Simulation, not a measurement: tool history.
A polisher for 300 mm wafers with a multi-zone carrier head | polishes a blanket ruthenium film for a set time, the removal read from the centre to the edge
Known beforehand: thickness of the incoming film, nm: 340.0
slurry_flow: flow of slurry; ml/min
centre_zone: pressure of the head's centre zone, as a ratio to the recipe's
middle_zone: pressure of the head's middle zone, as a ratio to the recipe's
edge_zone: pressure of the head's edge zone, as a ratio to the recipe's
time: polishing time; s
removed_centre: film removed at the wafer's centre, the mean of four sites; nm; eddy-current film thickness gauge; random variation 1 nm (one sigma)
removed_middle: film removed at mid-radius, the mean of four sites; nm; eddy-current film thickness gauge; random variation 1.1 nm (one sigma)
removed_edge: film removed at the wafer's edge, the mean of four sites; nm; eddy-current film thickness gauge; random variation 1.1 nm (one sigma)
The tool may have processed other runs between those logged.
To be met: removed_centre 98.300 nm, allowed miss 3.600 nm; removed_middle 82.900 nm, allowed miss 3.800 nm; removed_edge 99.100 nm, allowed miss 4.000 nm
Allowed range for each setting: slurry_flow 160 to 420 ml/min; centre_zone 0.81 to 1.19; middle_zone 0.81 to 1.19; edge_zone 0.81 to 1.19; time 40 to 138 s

| run | hour | slurry_flow | centre_zone | middle_zone | edge_zone | time | removed_centre | removed_middle | removed_edge |
|---|---|---|---|---|---|---|---|---|---|
| 1 | 0.0 | 270 | 1.00 | 1.00 | 1.00 | 88 | 113.300 | 111.850 | 116.430 |
| 2 | 4.5 | 270 | 1.07 | 1.00 | 1.00 | 88 | 119.740 | 108.980 | 115.190 |
| 3 | 9.0 | 265 | 1.06 | 0.97 | 1.00 | 86 | 116.880 | 102.360 | 111.660 |
| 4 | 14.7 | 260 | 1.04 | 0.95 | 1.00 | 85 | 112.010 | 99.293 | 110.630 |
| 5 | 18.5 | 260 | 1.04 | 1.03 | 1.00 | 85 | 110.170 | 107.880 | 111.560 |
| 6 | 26.7 | 260 | 1.04 | 1.09 | 1.00 | 85 | 112.850 | 114.640 | 110.310 |
| 7 | 28.6 | 255 | 1.04 | 1.05 | 1.00 | 83 | 108.580 | 109.560 | 109.440 |
| 8 | 35.9 | 255 | 1.04 | 1.02 | 1.00 | 82 | 106.900 | 105.590 | 109.020 |
|  | 37.3 | edge zone pressure recalibrated |
| 9 | 37.3 | 255 | 1.04 | 0.99 | 0.99 | 81 | 106.710 | 100.000 | 103.120 |
| 10 | 41.8 | 250 | 1.04 | 0.97 | 1.00 | 80 | 105.700 | 95.214 | 100.180 |

Of the 5 settings listed for the next run, only one would bring every result within its allowed miss of target. Which one?
| A | 46.3 | 275 | 1.03 | 0.87 | 1.10 | 75 | ? | ? | ? |
| B | 46.3 | 190 | 0.98 | 1.17 | 0.90 | 87 | ? | ? | ? |
| C | 46.3 | 320 | 0.96 | 0.94 | 1.07 | 77 | ? | ? | ? |
| D | 46.3 | 160 | 1.11 | 1.11 | 0.87 | 88 | ? | ? | ? |
| E | 46.3 | 295 | 1.10 | 1.07 | 0.96 | 78 | ? | ? | ? |

| move | removed_centre | removed_middle | removed_edge |
|---|---|---|---|
| A | 97.756 | 81.832 | 99.187 |
| B | 102.800 | 116.610 | 102.670 |
| C | 95.051 | 90.941 | 101.750 |
| D | 114.400 | 109.710 | 100.720 |
| E | 109.620 | 101.940 | 98.131 |
A: each result inside its tolerance
B: moves away from the targets compared with the last run
C: an improvement on the last run, though not all results are within tolerance
D: moves away from the targets compared with the last run
E: moves away from the targets compared with the last run
So the answer is move A, the one that meets all the targets.
